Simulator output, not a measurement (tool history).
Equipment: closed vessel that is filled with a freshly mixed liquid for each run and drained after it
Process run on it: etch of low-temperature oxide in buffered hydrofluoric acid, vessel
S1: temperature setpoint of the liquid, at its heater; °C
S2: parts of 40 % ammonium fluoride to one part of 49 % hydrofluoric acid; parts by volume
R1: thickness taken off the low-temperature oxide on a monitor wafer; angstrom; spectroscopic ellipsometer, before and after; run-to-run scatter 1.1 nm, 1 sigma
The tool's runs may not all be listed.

Run 1, day 0.000: S1 24.0 °C, S2 8.5 parts by volume, time in the liquid (s) 90. Result: R1 3560.6 angstrom.
Run 2, day 0.262: S1 24.0 °C, S2 8.5 parts by volume, time in the liquid (s) 100. Result: R1 3959.8 angstrom.
Run 3, day 0.604: S1 24.0 °C, S2 7.5 parts by volume, time in the liquid (s) 100. Result: R1 4604.8 angstrom.
Run 4, day 0.742: S1 22.0 °C, S2 9.0 parts by volume, time in the liquid (s) 100. Result: R1 3388.5 angstrom.
Run 5, day 0.800: S1 22.0 °C, S2 8.0 parts by volume, time in the liquid (s) 100. Result: R1 3813.1 angstrom.
Run 6, day 0.996: S1 20.5 °C, S2 9.0 parts by volume, time in the liquid (s) 100. Result: R1 3107.3 angstrom.
Run 7, day 1.262: S1 17.0 °C, S2 12.0 parts by volume, time in the liquid (s) 100. Result: R1 2008.2 angstrom.

Run 8, settings as shown, results not yet in. Your forecast:
Run 8, day 1.592: S1 17.0 °C, S2 12.5 parts by volume, time in the liquid (s) 100. Result: R1 ?.

{"run 8": {"R1": 1905.9}}

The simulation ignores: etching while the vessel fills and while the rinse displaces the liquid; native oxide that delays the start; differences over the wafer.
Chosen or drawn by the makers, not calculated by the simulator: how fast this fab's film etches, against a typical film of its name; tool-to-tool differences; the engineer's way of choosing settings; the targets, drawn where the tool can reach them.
